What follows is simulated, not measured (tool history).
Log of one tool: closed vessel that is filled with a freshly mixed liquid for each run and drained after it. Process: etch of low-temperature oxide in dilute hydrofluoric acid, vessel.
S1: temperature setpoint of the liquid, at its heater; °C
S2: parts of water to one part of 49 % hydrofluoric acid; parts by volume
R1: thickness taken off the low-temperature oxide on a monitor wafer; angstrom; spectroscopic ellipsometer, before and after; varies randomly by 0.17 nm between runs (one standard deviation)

{"run": 1, "day": 0.0, "S1": 25.0, "S2": 235, "time in the liquid (s)": 390, "R1": 177.64}
{"run": 2, "day": 0.283, "S1": 22.0, "S2": 235, "time in the liquid (s)": 390, "R1": 159.83}
{"run": 3, "day": 0.492, "S1": 20.0, "S2": 235, "time in the liquid (s)": 390, "R1": 147.48}
{"run": 4, "day": 0.6, "S1": 20.0, "S2": 290, "time in the liquid (s)": 390, "R1": 113.45}
{"day": 0.825, "done": "thermometer replaced"}
{"run": 5, "day": 0.825, "S1": 20.0, "S2": 240, "time in the liquid (s)": 390, "R1": 138.29}
{"run": 6, "day": 1.083, "S1": 20.0, "S2": 240, "time in the liquid (s)": 390, "R1": 136.54}

The next listed run, before its measurement:
{"run": 7, "day": 1.154, "S1": 21.5, "S2": 235, "time in the liquid (s)": 390, "R1": "?"}

{"run 7": {"R1": 149.58}}
